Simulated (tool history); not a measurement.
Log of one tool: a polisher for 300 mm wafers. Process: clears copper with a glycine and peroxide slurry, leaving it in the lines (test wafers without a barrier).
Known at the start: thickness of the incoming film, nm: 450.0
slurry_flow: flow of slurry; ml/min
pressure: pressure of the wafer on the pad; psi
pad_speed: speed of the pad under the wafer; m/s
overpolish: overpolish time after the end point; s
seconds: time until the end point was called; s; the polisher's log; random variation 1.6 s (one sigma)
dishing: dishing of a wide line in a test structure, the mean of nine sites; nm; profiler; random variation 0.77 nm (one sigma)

Run 1, day 0.000: slurry_flow 260 ml/min, pressure 2.9 psi, pad_speed 1.24 m/s, overpolish 17 s. Result: seconds 72.898 s, dishing 68.184 nm.
Run 2, day 0.167: slurry_flow 260 ml/min, pressure 3.5 psi, pad_speed 1.24 m/s, overpolish 17 s. Result: seconds 62.268 s, dishing 78.256 nm.
Run 3, day 0.212: slurry_flow 215 ml/min, pressure 3.5 psi, pad_speed 1.24 m/s, overpolish 17 s. Result: seconds 65.826 s, dishing 78.474 nm.
Run 4, day 0.500: slurry_flow 205 ml/min, pressure 2.9 psi, pad_speed 1.22 m/s, overpolish 17 s. Result: seconds 76.120 s, dishing 68.807 nm.
Run 5, day 0.588: slurry_flow 200 ml/min, pressure 2.4 psi, pad_speed 1.18 m/s, overpolish 18 s. Result: seconds 91.225 s, dishing 59.533 nm.
Run 6, day 0.929: slurry_flow 200 ml/min, pressure 2.4 psi, pad_speed 1.36 m/s, overpolish 18 s. Result: seconds 84.266 s, dishing 63.021 nm.
Run 7, day 1.042: slurry_flow 195 ml/min, pressure 2.1 psi, pad_speed 1.34 m/s, overpolish 19 s. Result: seconds 94.940 s, dishing 59.117 nm.
Run 8, day 1.225: slurry_flow 195 ml/min, pressure 1.9 psi, pad_speed 1.32 m/s, overpolish 19 s. Result: seconds 102.840 s, dishing 56.747 nm.

Forecast run 9:
Run 9, day 1.562: slurry_flow 195 ml/min, pressure 1.8 psi, pad_speed 1.32 m/s, overpolish 19 s. Result: seconds ?, dishing ?.

seconds: 107.890 s
dishing: 53.903 nm
